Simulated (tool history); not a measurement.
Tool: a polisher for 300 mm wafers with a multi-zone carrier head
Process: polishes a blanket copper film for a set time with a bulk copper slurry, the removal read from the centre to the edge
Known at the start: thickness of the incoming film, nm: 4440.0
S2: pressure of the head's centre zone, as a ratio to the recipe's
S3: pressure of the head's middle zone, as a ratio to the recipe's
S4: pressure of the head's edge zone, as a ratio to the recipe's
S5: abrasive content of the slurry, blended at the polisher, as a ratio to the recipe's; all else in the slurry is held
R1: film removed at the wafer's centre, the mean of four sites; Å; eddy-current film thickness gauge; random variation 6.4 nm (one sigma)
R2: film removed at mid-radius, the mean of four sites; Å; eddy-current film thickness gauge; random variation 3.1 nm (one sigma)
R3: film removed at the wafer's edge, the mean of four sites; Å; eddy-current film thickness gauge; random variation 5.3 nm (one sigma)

{"run": 1, "hour": 0.0, "flow of slurry (ml/min)": 260, "S2": 1.0, "S3": 1.0, "S4": 1.0, "S5": 1.0, "polishing time (s)": 73, "R1": 4061.2, "R2": 3914.1, "R3": 4140.3}
{"run": 2, "hour": 5.2, "flow of slurry (ml/min)": 260, "S2": 0.95, "S3": 1.0, "S4": 1.0, "S5": 1.0, "polishing time (s)": 73, "R1": 3878.0, "R2": 3951.3, "R3": 4097.9}
{"run": 3, "hour": 8.7, "flow of slurry (ml/min)": 260, "S2": 0.95, "S3": 1.06, "S4": 1.0, "S5": 1.0, "polishing time (s)": 73, "R1": 3871.1, "R2": 4079.4, "R3": 4154.0}
{"run": 4, "hour": 15.9, "flow of slurry (ml/min)": 260, "S2": 0.95, "S3": 1.02, "S4": 1.0, "S5": 1.0, "polishing time (s)": 73, "R1": 3974.9, "R2": 3948.2, "R3": 4021.1}
{"run": 5, "hour": 23.8, "flow of slurry (ml/min)": 260, "S2": 0.96, "S3": 0.96, "S4": 0.95, "S5": 1.05, "polishing time (s)": 73, "R1": 3972.3, "R2": 3854.1, "R3": 4142.1}
{"run": 6, "hour": 31.2, "flow of slurry (ml/min)": 260, "S2": 0.89, "S3": 0.96, "S4": 0.95, "S5": 1.05, "polishing time (s)": 73, "R1": 3670.4, "R2": 3855.2, "R3": 4020.6}
{"run": 7, "hour": 39.5, "flow of slurry (ml/min)": 275, "S2": 0.96, "S3": 0.97, "S4": 0.92, "S5": 0.9, "polishing time (s)": 73, "R1": 3917.0, "R2": 3794.3, "R3": 3850.1}

The next listed run, before its measurement:
{"run": 8, "hour": 43.0, "flow of slurry (ml/min)": 280, "S2": 0.99, "S3": 0.95, "S4": 0.9, "S5": 0.85, "polishing time (s)": 73, "R1": "?", "R2": "?", "R3": "?"}

{"run 8": {"R1": 3981.7, "R2": 3679.9, "R3": 3749.9}}
